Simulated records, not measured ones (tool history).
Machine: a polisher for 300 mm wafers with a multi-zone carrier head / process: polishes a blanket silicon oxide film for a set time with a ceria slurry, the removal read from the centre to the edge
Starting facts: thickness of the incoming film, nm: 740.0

| run | hour | flow of slurry (ml/min) | pressure of the head's centre zone | pressure of the head's middle zone | pressure of the head's edge zone | polishing time (s) | film removed at the wafer's centre (nm) | film removed at mid-radius (nm) | film removed at the wafer's edge (nm) |
|---|---|---|---|---|---|---|---|---|---|
| 1 | 0.0 | 280 | 1.00 | 1.00 | 1.00 | 53 | 301.37 | 303.42 | 284.28 |
| 2 | 1.9 | 280 | 0.92 | 1.00 | 1.00 | 53 | 266.56 | 302.21 | 285.63 |
| 3 | 2.9 | 285 | 0.95 | 1.02 | 1.03 | 57 | 308.48 | 327.05 | 320.70 |
| 4 | 5.4 | 285 | 0.95 | 1.02 | 1.11 | 57 | 309.30 | 329.76 | 331.34 |
| 5 | 14.0 | 220 | 0.95 | 1.02 | 1.11 | 57 | 292.81 | 316.01 | 321.64 |
| 6 | 20.5 | 220 | 0.95 | 1.02 | 1.05 | 57 | 295.38 | 316.49 | 314.04 |
| 7 | 27.5 | 240 | 0.98 | 1.06 | 1.07 | 59 | 321.35 | 335.16 | 335.00 |

Run 8 is up next; what results do you expect?
| 8 | 28.9 | 275 | 0.99 | 1.09 | 1.05 | 61 | ? | ? | ? |

{"run 8": {"film removed at the wafer's centre (nm)": 344.61, "film removed at mid-radius (nm)": 366.45, "film removed at the wafer's edge (nm)": 345.32}}
